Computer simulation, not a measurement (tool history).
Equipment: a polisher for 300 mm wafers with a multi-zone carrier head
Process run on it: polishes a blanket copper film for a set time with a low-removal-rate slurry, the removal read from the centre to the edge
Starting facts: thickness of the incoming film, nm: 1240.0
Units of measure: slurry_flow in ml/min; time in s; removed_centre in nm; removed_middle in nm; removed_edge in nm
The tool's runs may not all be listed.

| run | hour | slurry_flow | centre_zone | middle_zone | edge_zone | slurry_solids | time | removed_centre | removed_middle | removed_edge |
|---|---|---|---|---|---|---|---|---|---|---|
| 1 | 0.0 | 235 | 1.00 | 1.00 | 1.00 | 1.00 | 54 | 184.30 | 176.70 | 180.07 |
| 2 | 5.1 | 235 | 1.00 | 1.00 | 1.00 | 0.85 | 54 | 177.95 | 173.74 | 177.47 |
| 3 | 6.1 | 260 | 1.00 | 1.00 | 1.00 | 0.85 | 54 | 177.60 | 175.95 | 176.72 |
| 4 | 7.1 | 260 | 1.00 | 1.00 | 1.00 | 0.85 | 49 | 163.65 | 160.45 | 160.37 |
| 5 | 9.5 | 215 | 1.00 | 1.00 | 1.00 | 0.85 | 49 | 158.50 | 154.42 | 155.95 |
| 6 | 14.1 | 215 | 1.00 | 1.00 | 1.00 | 0.75 | 49 | 156.41 | 152.94 | 148.70 |
| 7 | 17.0 | 205 | 0.97 | 0.98 | 0.99 | 0.75 | 49 | 148.37 | 148.50 | 153.50 |
| 8 | 25.2 | 195 | 0.96 | 0.98 | 0.97 | 0.70 | 49 | 143.42 | 147.85 | 146.39 |
| 9 | 33.1 | 185 | 0.95 | 0.97 | 0.96 | 0.70 | 49 | 141.33 | 143.52 | 144.05 |
| 10 | 39.8 | 180 | 0.94 | 0.97 | 0.95 | 0.70 | 49 | 138.11 | 143.25 | 143.09 |

Run 11 has not been measured yet. What should we expect?
| 11 | 47.6 | 175 | 0.93 | 0.96 | 0.94 | 0.70 | 49 | ? | ? | ? |

removed_centre: 138.72 nm
removed_middle: 139.87 nm
removed_edge: 142.49 nm
